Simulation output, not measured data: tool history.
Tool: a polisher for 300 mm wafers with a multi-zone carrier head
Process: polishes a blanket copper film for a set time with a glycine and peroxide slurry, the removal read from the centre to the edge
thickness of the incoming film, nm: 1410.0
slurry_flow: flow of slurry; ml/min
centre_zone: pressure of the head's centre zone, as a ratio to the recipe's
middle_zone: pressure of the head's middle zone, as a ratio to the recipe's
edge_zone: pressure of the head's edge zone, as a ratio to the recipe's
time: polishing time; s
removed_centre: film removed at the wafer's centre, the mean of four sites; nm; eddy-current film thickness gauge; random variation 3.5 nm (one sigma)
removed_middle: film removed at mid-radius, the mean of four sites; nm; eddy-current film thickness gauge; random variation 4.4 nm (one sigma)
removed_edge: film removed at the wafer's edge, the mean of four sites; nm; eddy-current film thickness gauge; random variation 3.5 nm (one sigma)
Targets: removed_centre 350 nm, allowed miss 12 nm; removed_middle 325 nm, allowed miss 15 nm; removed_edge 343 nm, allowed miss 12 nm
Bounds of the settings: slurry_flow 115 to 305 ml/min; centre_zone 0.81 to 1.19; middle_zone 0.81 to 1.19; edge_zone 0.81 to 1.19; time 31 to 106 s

{"run": 1, "hour": 0.0, "slurry_flow": 195, "centre_zone": 1, "middle_zone": 1, "edge_zone": 1, "time": 68, "removed_centre": 563.04, "removed_middle": 582.61, "removed_edge": 589.01}
{"run": 2, "hour": 8.3, "slurry_flow": 195, "centre_zone": 1, "middle_zone": 0.99, "edge_zone": 0.99, "time": 64, "removed_centre": 528.8, "removed_middle": 547.83, "removed_edge": 544.81}
{"run": 3, "hour": 10.2, "slurry_flow": 190, "centre_zone": 1, "middle_zone": 0.97, "edge_zone": 0.98, "time": 61, "removed_centre": 505.43, "removed_middle": 491.82, "removed_edge": 517.47}
{"run": 4, "hour": 18.1, "slurry_flow": 190, "centre_zone": 0.99, "middle_zone": 0.97, "edge_zone": 0.97, "time": 58, "removed_centre": 478.69, "removed_middle": 466.49, "removed_edge": 490.54}
{"run": 5, "hour": 23.0, "slurry_flow": 190, "centre_zone": 0.98, "middle_zone": 0.97, "edge_zone": 0.96, "time": 56, "removed_centre": 446.84, "removed_middle": 462.96, "removed_edge": 464.34}
{"run": 6, "hour": 28.0, "slurry_flow": 190, "centre_zone": 0.98, "middle_zone": 0.97, "edge_zone": 0.89, "time": 56, "removed_centre": 459.57, "removed_middle": 463.9, "removed_edge": 460.69}
{"run": 7, "hour": 29.8, "slurry_flow": 190, "centre_zone": 0.98, "middle_zone": 0.96, "edge_zone": 0.88, "time": 54, "removed_centre": 446.02, "removed_middle": 447.43, "removed_edge": 431.98}
{"run": 8, "hour": 31.8, "slurry_flow": 190, "centre_zone": 0.97, "middle_zone": 0.95, "edge_zone": 0.87, "time": 53, "removed_centre": 428.93, "removed_middle": 427.44, "removed_edge": 428.93}
{"run": 9, "hour": 38.1, "slurry_flow": 190, "centre_zone": 0.97, "middle_zone": 0.94, "edge_zone": 0.87, "time": 52, "removed_centre": 425.15, "removed_middle": 423.3, "removed_edge": 418.11}
{"run": 10, "hour": 44.3, "slurry_flow": 185, "centre_zone": 0.97, "middle_zone": 0.93, "edge_zone": 0.87, "time": 51, "removed_centre": 410.23, "removed_middle": 408.09, "removed_edge": 408.05}
{"run": 11, "hour": 49.4, "slurry_flow": 180, "centre_zone": 0.97, "middle_zone": 0.92, "edge_zone": 0.86, "time": 50, "removed_centre": 401.54, "removed_middle": 390.43, "removed_edge": 394.79}
{"run": 12, "hour": 51.5, "slurry_flow": 175, "centre_zone": 0.97, "middle_zone": 0.91, "edge_zone": 0.85, "time": 50, "removed_centre": 403.31, "removed_middle": 393.71, "removed_edge": 389.28}
{"run": 13, "hour": 60.0, "slurry_flow": 175, "centre_zone": 0.97, "middle_zone": 0.9, "edge_zone": 0.85, "time": 49, "removed_centre": 389.01, "removed_middle": 380.8, "removed_edge": 393.95}
{"run": 14, "hour": 61.5, "slurry_flow": 175, "centre_zone": 0.97, "middle_zone": 0.9, "edge_zone": 0.85, "time": 48, "removed_centre": 380.93, "removed_middle": 366.46, "removed_edge": 376}
{"run": 15, "hour": 66.8, "slurry_flow": 150, "centre_zone": 0.96, "middle_zone": 0.85, "edge_zone": 0.81, "time": 43, "removed_centre": 334.93, "removed_middle": 311.74, "removed_edge": 331.74}
{"run": 16, "hour": 69.2, "slurry_flow": 155, "centre_zone": 0.96, "middle_zone": 0.85, "edge_zone": 0.81, "time": 43, "removed_centre": 338.35, "removed_middle": 314.41, "removed_edge": 333.32}
{"run": 17, "hour": 73.9, "slurry_flow": 165, "centre_zone": 0.96, "middle_zone": 0.85, "edge_zone": 0.82, "time": 43, "removed_centre": 336.9, "removed_middle": 314.31, "removed_edge": 331.7}

5 next moves are on the table. One of them brings every result within its allowed miss. Which?
{"run": "A", "hour": 78.6, "slurry_flow": 155, "centre_zone": 1.05, "middle_zone": 0.81, "edge_zone": 0.96, "time": 41, "removed_centre": "?", "removed_middle": "?", "removed_edge": "?"}
{"run": "B", "hour": 78.6, "slurry_flow": 225, "centre_zone": 1.03, "middle_zone": 0.89, "edge_zone": 0.81, "time": 39, "removed_centre": "?", "removed_middle": "?", "removed_edge": "?"}
{"run": "C", "hour": 78.6, "slurry_flow": 215, "centre_zone": 0.97, "middle_zone": 0.85, "edge_zone": 0.83, "time": 43, "removed_centre": "?", "removed_middle": "?", "removed_edge": "?"}
{"run": "D", "hour": 78.6, "slurry_flow": 175, "centre_zone": 0.87, "middle_zone": 0.88, "edge_zone": 0.81, "time": 45, "removed_centre": "?", "removed_middle": "?", "removed_edge": "?"}
{"run": "E", "hour": 78.6, "slurry_flow": 170, "centre_zone": 1, "middle_zone": 0.85, "edge_zone": 0.88, "time": 41, "removed_centre": "?", "removed_middle": "?", "removed_edge": "?"}

move=A removed_centre=345.42 removed_middle=280.74 removed_edge=342.04
move=B removed_centre=334.62 removed_middle=298.34 removed_edge=308.29
move=C removed_centre=345.67 removed_middle=315.55 removed_edge=342.74
move=D removed_centre=317.7 removed_middle=333.85 removed_edge=350
move=E removed_centre=332.05 removed_middle=294.6 removed_edge=330.37
A: brings the result that was furthest off to its target, and leaves another outside
B: further off than the last run
C: meets every target
D: further off than the last run
E: further off than the last run
The right move is C.
